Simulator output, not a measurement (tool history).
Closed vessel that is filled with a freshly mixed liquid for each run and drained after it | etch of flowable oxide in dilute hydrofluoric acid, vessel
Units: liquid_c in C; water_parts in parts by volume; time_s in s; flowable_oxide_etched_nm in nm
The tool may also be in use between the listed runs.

Run 1, hour 0: liquid_c 26 C, water_parts 265 parts by volume, time_s 90 s. Result: flowable_oxide_etched_nm 17.351 nm.
Run 2, hour 7.9: liquid_c 26 C, water_parts 265 parts by volume, time_s 95 s. Result: flowable_oxide_etched_nm 18.273 nm.
Run 3, hour 10.7: liquid_c 26 C, water_parts 345 parts by volume, time_s 95 s. Result: flowable_oxide_etched_nm 13.012 nm.
Run 4, hour 15.1: liquid_c 26 C, water_parts 385 parts by volume, time_s 95 s. Result: flowable_oxide_etched_nm 11 nm.
Run 5, hour 17.5: liquid_c 28.5 C, water_parts 385 parts by volume, time_s 95 s. Result: flowable_oxide_etched_nm 12.207 nm.
Run 6, hour 19.4: liquid_c 31 C, water_parts 385 parts by volume, time_s 95 s. Result: flowable_oxide_etched_nm 12.827 nm.

Forecast run 7:
Run 7, hour 27.6: liquid_c 31.5 C, water_parts 345 parts by volume, time_s 95 s. Result: flowable_oxide_etched_nm ?.

Run 7 gave flowable_oxide_etched_nm 15.337 nm.
